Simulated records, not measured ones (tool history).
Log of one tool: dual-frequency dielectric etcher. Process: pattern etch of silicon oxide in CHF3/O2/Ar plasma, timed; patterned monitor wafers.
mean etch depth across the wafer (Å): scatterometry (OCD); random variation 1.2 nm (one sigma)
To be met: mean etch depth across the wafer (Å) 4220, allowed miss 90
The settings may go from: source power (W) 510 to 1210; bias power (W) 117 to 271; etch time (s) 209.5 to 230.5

| run | hour | source power (W) | bias power (W) | etch time (s) | mean etch depth across the wafer (Å) |
|---|---|---|---|---|---|
| 1 | 0 | 860 | 194 | 230.5 | 5254.3 |
| 2 | 3.3 | 1010 | 194 | 230.5 | 5542.7 |
| 3 | 10.6 | 1080 | 194 | 230.5 | 5637.2 |
| 4 | 11.6 | 1080 | 194 | 230.5 | 5671.4 |
| 5 | 12.3 | 1080 | 208 | 230.5 | 5841.8 |
| 6 | 20.8 | 980 | 190 | 228 | 5361.5 |
| 7 | 21.9 | 800 | 156 | 223.5 | 4414.3 |
| 8 | 26.8 | 780 | 155 | 223.5 | 4393.5 |
| 9 | 34.8 | 760 | 154 | 223.5 | 4299.2 |

Which of these 5 next moves meets every target?
| A | 42.8 | 660 | 159 | 226.5 | ? |
| B | 42.8 | 810 | 154 | 226 | ? |
| C | 42.8 | 700 | 155 | 230.5 | ? |
| D | 42.8 | 760 | 162 | 223.5 | ? |
| E | 42.8 | 820 | 160 | 218 | ? |

| move | mean etch depth across the wafer (Å) |
|---|---|
| A | 4226.2 |
| B | 4446.5 |
| C | 4329 |
| D | 4415.4 |
| E | 4392.4 |
A: meets every target
B: further off than the last run
C: further off than the last run
D: further off than the last run
E: further off than the last run
Move A is the one to make.
